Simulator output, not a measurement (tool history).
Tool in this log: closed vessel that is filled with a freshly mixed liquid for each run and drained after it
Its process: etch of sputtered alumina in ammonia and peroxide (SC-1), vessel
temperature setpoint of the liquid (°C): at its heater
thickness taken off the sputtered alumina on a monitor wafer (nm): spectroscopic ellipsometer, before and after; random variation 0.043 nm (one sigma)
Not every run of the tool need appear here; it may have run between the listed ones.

run	hour	temperature setpoint of the liquid (°C)	parts of 29 % ammonia solution to one part of 30 % peroxide (parts by volume)	time in the liquid (s)	thickness taken off the sputtered alumina on a monitor wafer (nm)
1	0.0	57	0.55	205	20.1160
2	4.8	57	0.55	145	14.1890
3	10.3	56	0.55	145	13.4800
4	17.0	50	0.55	145	9.7396
5	24.2	50	0.65	145	9.8389
6	32.8	50	0.55	145	9.7869

Run 7 is up next; what results do you expect?
7	41.9	54	0.55	145	?

Logged for run 7: thickness taken off the sputtered alumina on a monitor wafer (nm) 12.1060.

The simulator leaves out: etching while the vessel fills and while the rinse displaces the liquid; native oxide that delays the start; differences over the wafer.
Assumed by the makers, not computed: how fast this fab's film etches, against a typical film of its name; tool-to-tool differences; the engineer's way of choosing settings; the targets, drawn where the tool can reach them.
